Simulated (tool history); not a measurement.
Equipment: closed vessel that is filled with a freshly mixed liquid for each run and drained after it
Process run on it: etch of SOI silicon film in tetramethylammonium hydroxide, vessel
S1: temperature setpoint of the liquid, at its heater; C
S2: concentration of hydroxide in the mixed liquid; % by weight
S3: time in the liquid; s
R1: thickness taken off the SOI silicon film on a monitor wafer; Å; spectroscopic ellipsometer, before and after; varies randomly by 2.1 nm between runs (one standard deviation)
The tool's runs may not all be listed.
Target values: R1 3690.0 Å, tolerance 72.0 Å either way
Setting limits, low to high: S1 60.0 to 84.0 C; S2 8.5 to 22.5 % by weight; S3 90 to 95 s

| run | hour | S1 | S2 | S3 | R1 |
|---|---|---|---|---|---|
| 1 | 0.0 | 73.0 | 15.5 | 90 | 6270.3 |
| 2 | 5.9 | 70.0 | 15.5 | 90 | 5238.7 |
| 3 | 11.3 | 68.0 | 15.5 | 90 | 4633.1 |
| 4 | 18.0 | 68.0 | 15.5 | 90 | 4649.3 |
| 5 | 24.4 | 68.0 | 15.5 | 90 | 4668.9 |
| 6 | 31.9 | 72.0 | 15.5 | 90 | 5863.9 |
| 7 | 37.4 | 69.5 | 15.5 | 90 | 5129.2 |
| 8 | 44.9 | 67.5 | 15.5 | 90 | 4523.1 |
| 9 | 47.6 | 66.5 | 15.5 | 90 | 4225.3 |
| 10 | 51.5 | 66.0 | 15.5 | 90 | 4116.4 |
| 11 | 53.8 | 65.5 | 15.5 | 90 | 4003.4 |
| 12 | 62.3 | 65.5 | 15.5 | 90 | 4025.8 |
| 13 | 70.5 | 63.5 | 15.5 | 90 | 3565.9 |

4 next moves are on the table. One of them brings every result within its allowed miss. Which?
| A | 78.7 | 62.5 | 14.0 | 90 | ? |
| B | 78.7 | 62.5 | 16.5 | 95 | ? |
| C | 78.7 | 62.5 | 11.5 | 90 | ? |
| D | 78.7 | 62.5 | 14.0 | 95 | ? |

| move | R1 |
|---|---|
| A | 3559.0 |
| B | 3505.9 |
| C | 3881.9 |
| D | 3756.7 |
A: further off than the last run
B: further off than the last run
C: takes the result that was furthest off past its target
D: all results land within tolerance of their targets
Answer: D

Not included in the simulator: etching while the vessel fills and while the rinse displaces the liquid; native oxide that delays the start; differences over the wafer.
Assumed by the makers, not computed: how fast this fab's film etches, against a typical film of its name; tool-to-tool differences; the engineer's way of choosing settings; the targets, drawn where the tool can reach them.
